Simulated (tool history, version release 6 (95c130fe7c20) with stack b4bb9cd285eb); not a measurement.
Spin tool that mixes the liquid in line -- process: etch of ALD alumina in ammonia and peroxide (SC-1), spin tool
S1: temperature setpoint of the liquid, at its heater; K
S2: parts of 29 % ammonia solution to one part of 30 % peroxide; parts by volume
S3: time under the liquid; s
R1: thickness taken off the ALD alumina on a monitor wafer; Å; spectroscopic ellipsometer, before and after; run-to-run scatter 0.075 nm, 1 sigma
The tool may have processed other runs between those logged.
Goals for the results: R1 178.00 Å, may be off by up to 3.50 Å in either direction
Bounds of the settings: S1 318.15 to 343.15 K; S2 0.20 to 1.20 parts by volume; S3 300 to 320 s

{"run": 1, "hour": 0.0, "S1": 334.15, "S2": 0.9, "S3": 300, "R1": 215.97}
{"run": 2, "hour": 6.9, "S1": 334.15, "S2": 0.75, "S3": 300, "R1": 214.52}
{"run": 3, "hour": 10.5, "S1": 334.15, "S2": 0.75, "S3": 320, "R1": 227.28}
{"run": 4, "hour": 16.1, "S1": 333.15, "S2": 0.75, "S3": 320, "R1": 215.95}
{"run": 5, "hour": 21.4, "S1": 332.15, "S2": 0.75, "S3": 320, "R1": 205.63}
{"run": 6, "hour": 29.2, "S1": 332.15, "S2": 0.75, "S3": 300, "R1": 191.32}
{"run": 7, "hour": 37.3, "S1": 331.65, "S2": 0.75, "S3": 300, "R1": 187.53}
{"run": 8, "hour": 45.4, "S1": 331.15, "S2": 0.75, "S3": 300, "R1": 182.64}

Which one of the following 5 next-run settings gets every result inside its allowed miss? There is exactly one.
{"run": "A", "hour": 53.5, "S1": 331.65, "S2": 0.45, "S3": 300, "R1": "?"}
{"run": "B", "hour": 53.5, "S1": 331.15, "S2": 0.9, "S3": 300, "R1": "?"}
{"run": "C", "hour": 53.5, "S1": 330.15, "S2": 1.0, "S3": 315, "R1": "?"}
{"run": "D", "hour": 53.5, "S1": 329.65, "S2": 0.75, "S3": 300, "R1": "?"}
{"run": "E", "hour": 53.5, "S1": 331.15, "S2": 0.95, "S3": 300, "R1": "?"}

move=A R1=178.31
move=B R1=185.49
move=C R1=186.72
move=D R1=168.58
move=E R1=186.44
A: meets every target
B: further off than the last run
C: further off than the last run
D: takes the biggest miss from the last run beyond its target
E: further off than the last run
The move that meets every target is A.
